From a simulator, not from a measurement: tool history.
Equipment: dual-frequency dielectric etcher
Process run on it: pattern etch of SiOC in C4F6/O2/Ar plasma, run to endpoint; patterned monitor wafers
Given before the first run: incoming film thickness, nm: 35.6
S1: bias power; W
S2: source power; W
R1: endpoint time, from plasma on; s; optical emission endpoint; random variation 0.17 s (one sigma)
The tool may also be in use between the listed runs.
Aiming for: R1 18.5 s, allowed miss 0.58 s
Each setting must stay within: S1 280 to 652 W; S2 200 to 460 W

{"run": 1, "hour": 0.0, "S1": 466, "S2": 330, "R1": 14.23}
{"run": 2, "hour": 8.8, "S1": 431, "S2": 310, "R1": 15.044}
{"run": 3, "hour": 11.8, "S1": 375, "S2": 310, "R1": 15.693}
{"run": 4, "hour": 16.8, "S1": 356, "S2": 300, "R1": 16.318}
{"run": 5, "hour": 18.1, "S1": 401, "S2": 300, "R1": 15.756}
{"run": 6, "hour": 20.3, "S1": 383, "S2": 290, "R1": 16.234}
{"run": 7, "hour": 21.8, "S1": 368, "S2": 280, "R1": 16.471}
{"run": 8, "hour": 22.7, "S1": 353, "S2": 270, "R1": 16.635}
{"run": 9, "hour": 29.3, "S1": 339, "S2": 260, "R1": 17.539}
{"run": 10, "hour": 30.7, "S1": 331, "S2": 260, "R1": 17.53}
{"run": 11, "hour": 37.1, "S1": 284, "S2": 230, "R1": 19.529}
{"run": 12, "hour": 42.2, "S1": 292, "S2": 230, "R1": 19.595}
{"run": 13, "hour": 47.4, "S1": 300, "S2": 230, "R1": 19.361}

Of the 5 settings listed for the next run, only one would bring every result within its allowed miss of target. Which one?
{"run": "A", "hour": 52.6, "S1": 291, "S2": 200, "R1": "?"}
{"run": "B", "hour": 52.6, "S1": 280, "S2": 200, "R1": "?"}
{"run": "C", "hour": 52.6, "S1": 290, "S2": 200, "R1": "?"}
{"run": "D", "hour": 52.6, "S1": 323, "S2": 230, "R1": "?"}
{"run": "E", "hour": 52.6, "S1": 286, "S2": 200, "R1": "?"}

move=A R1=20.103
move=B R1=20.395
move=C R1=20.129
move=D R1=18.455
move=E R1=20.234
A: its largest miss is bigger than the last run's
B: its largest miss is bigger than the last run's
C: its largest miss is bigger than the last run's
D: all results in spec
E: its largest miss is bigger than the last run's
Move D is the one to make.
